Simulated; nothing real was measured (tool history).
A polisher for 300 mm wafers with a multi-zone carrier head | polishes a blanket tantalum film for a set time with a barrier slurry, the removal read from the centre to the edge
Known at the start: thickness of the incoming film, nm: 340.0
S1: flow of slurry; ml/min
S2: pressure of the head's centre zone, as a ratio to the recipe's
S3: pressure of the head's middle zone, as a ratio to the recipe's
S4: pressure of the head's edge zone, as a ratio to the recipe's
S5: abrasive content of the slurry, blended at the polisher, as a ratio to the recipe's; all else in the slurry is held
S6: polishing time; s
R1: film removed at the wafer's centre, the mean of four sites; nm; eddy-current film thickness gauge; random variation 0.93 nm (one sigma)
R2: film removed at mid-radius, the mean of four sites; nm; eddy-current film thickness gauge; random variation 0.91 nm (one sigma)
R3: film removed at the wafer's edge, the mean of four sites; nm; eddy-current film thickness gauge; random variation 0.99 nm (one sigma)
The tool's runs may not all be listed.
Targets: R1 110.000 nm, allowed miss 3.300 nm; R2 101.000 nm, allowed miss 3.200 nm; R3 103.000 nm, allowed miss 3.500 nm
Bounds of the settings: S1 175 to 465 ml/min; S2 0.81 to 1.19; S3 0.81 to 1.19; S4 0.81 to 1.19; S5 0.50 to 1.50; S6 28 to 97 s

{"run": 1, "hour": 0.0, "S1": 295, "S2": 1.0, "S3": 1.0, "S4": 1.0, "S5": 1.0, "S6": 62, "R1": 81.393, "R2": 79.888, "R3": 76.286}
{"run": 2, "hour": 1.0, "S1": 300, "S2": 1.03, "S3": 1.01, "S4": 1.05, "S5": 1.15, "S6": 64, "R1": 89.793, "R2": 88.502, "R3": 83.883}
{"run": 3, "hour": 2.8, "S1": 240, "S2": 1.03, "S3": 1.01, "S4": 1.05, "S5": 1.15, "S6": 64, "R1": 88.469, "R2": 86.785, "R3": 80.757}
{"run": 4, "hour": 3.5, "S1": 240, "S2": 0.98, "S3": 1.01, "S4": 1.05, "S5": 1.15, "S6": 64, "R1": 83.752, "R2": 87.563, "R3": 81.671}
{"run": 5, "hour": 4.3, "S1": 285, "S2": 1.02, "S3": 1.0, "S4": 1.1, "S5": 1.25, "S6": 65, "R1": 91.455, "R2": 89.719, "R3": 87.751}
{"run": 6, "hour": 12.4, "S1": 285, "S2": 1.02, "S3": 1.0, "S4": 1.1, "S5": 1.35, "S6": 65, "R1": 93.519, "R2": 93.002, "R3": 90.119}
{"run": 7, "hour": 20.0, "S1": 310, "S2": 1.05, "S3": 1.0, "S4": 1.13, "S5": 1.4, "S6": 66, "R1": 98.787, "R2": 94.749, "R3": 94.219}
{"run": 8, "hour": 21.5, "S1": 325, "S2": 1.07, "S3": 1.01, "S4": 1.15, "S5": 1.45, "S6": 67, "R1": 103.63, "R2": 97.408, "R3": 96.81}
{"run": 9, "hour": 24.0, "S1": 330, "S2": 1.08, "S3": 1.01, "S4": 1.16, "S5": 1.45, "S6": 68, "R1": 107.08, "R2": 99.592, "R3": 96.976}

5 next moves are on the table. One of them brings every result within its allowed miss. Which?
{"run": "A", "hour": 26.5, "S1": 255, "S2": 1.14, "S3": 1.08, "S4": 1.17, "S5": 1.4, "S6": 66, "R1": "?", "R2": "?", "R3": "?"}
{"run": "B", "hour": 26.5, "S1": 355, "S2": 1.06, "S3": 0.98, "S4": 1.18, "S5": 1.25, "S6": 73, "R1": "?", "R2": "?", "R3": "?"}
{"run": "C", "hour": 26.5, "S1": 350, "S2": 1.13, "S3": 1.03, "S4": 1.09, "S5": 1.5, "S6": 66, "R1": "?", "R2": "?", "R3": "?"}
{"run": "D", "hour": 26.5, "S1": 345, "S2": 1.05, "S3": 1.04, "S4": 1.19, "S5": 1.45, "S6": 67, "R1": "?", "R2": "?", "R3": "?"}
{"run": "E", "hour": 26.5, "S1": 460, "S2": 1.06, "S3": 0.98, "S4": 1.19, "S5": 1.5, "S6": 66, "R1": "?", "R2": "?", "R3": "?"}

move=A R1=106.900 R2=100.130 R3=94.509
move=B R1=110.670 R2=102.490 R3=104.850
move=C R1=110.930 R2=100.410 R3=94.682
move=D R1=103.730 R2=101.970 R3=99.599
move=E R1=106.200 R2=98.166 R3=100.440
A: further off than the last run
B: meets every target
C: further off than the last run
D: brings the result that was furthest off to its target, and leaves another outside
E: brings the result that was furthest off to its target, and leaves another outside
The right move is B.
